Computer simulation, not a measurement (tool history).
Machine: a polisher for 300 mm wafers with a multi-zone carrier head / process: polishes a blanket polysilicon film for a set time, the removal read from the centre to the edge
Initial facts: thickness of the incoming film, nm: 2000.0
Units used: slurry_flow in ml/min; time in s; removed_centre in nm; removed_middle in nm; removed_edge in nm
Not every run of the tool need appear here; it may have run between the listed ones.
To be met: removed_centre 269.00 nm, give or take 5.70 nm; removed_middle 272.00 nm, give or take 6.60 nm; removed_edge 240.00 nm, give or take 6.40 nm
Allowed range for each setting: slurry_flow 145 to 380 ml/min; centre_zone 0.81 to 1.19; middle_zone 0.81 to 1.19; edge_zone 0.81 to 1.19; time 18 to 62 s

run    day  slurry_flow  centre_zone  middle_zone  edge_zone  time  removed_centre  removed_middle  removed_edge
  1  0.000          245         1.00         1.00       1.00    40          280.35          286.64        282.08
  2  0.133          245         1.00         1.00       0.97    40          278.94          289.66        277.56
  3  0.300          245         1.00         1.00       0.97    33          229.55          238.17        227.99
  4  0.562          245         1.00         1.04       0.97    33          228.55          243.83        231.97
  5  0.875          265         1.03         1.06       0.96    33          238.35          252.08        227.21
  6  1.217          280         1.05         1.07       0.98    33          248.23          256.32        231.56
  7  1.483          295         1.06         1.08       0.99    33          249.99          256.44        232.86
  8  1.558          295         1.06         1.08       0.99    33          246.84          258.83        236.48
  9  1.779          305         1.08         1.09       0.99    33          252.99          263.99        235.90
 10  2.033          315         1.09         1.09       0.99    33          258.58          261.76        234.15
 11  2.212          320         1.10         1.10       1.00    33          262.61          265.66        238.57
 12  2.408          325         1.10         1.10       1.00    33          258.08          266.65        237.87

Consider the 4 candidate settings below. Which is the only one whose results all fall within their allowed miss of target?
  A  2.604          340         1.03         1.18       1.02    32               ?               ?             ?
  B  2.604          365         1.05         1.06       0.99    33               ?               ?             ?
  C  2.604          380         1.11         1.11       0.99    33               ?               ?             ?
  D  2.604          300         1.04         1.14       1.01    33               ?               ?             ?

move  removed_centre  removed_middle  removed_edge
   A          239.32          275.84        234.79
   B          253.03          260.95        240.11
   C          268.61          272.19        240.52
   D          246.08          273.03        239.04
A: misses by more than the last run did
B: misses by more than the last run did
C: meets every target
D: misses by more than the last run did
So the answer is move C, the one that meets all the targets.

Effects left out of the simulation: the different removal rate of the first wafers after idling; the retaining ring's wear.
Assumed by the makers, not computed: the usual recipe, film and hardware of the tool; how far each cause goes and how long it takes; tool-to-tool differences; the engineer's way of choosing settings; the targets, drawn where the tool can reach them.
